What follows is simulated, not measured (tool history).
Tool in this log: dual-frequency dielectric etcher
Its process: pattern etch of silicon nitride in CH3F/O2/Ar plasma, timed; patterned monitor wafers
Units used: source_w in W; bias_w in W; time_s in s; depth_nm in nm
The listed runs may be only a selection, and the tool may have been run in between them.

Run 1, day 0: source_w 490 W, bias_w 92 W, time_s 49.5 s. Result: depth_nm 41.391 nm.
Run 2, day 0.104: source_w 460 W, bias_w 90 W, time_s 49.5 s. Result: depth_nm 39.658 nm.
Run 3, day 0.238: source_w 440 W, bias_w 89 W, time_s 49.5 s. Result: depth_nm 39.164 nm.
Run 4, day 0.379: source_w 440 W, bias_w 96 W, time_s 49.5 s. Result: depth_nm 39.868 nm.
Run 5, day 0.721: source_w 440 W, bias_w 96 W, time_s 49.5 s. Result: depth_nm 39.883 nm.
Run 6, day 1.017: source_w 440 W, bias_w 96 W, time_s 49.5 s. Result: depth_nm 39.575 nm.
Run 7, day 1.129: source_w 440 W, bias_w 96 W, time_s 49.5 s. Result: depth_nm 39.774 nm.
Run 8, day 1.462: source_w 420 W, bias_w 95 W, time_s 49.5 s. Result: depth_nm 38.946 nm.
Run 9, day 1.742: source_w 400 W, bias_w 94 W, time_s 49.5 s. Result: depth_nm 37.887 nm.

Predict the results of run 10:
Run 10, day 2.058: source_w 390 W, bias_w 94 W, time_s 49.5 s. Result: depth_nm ?.

Run 10 produced depth_nm 37.462 nm.
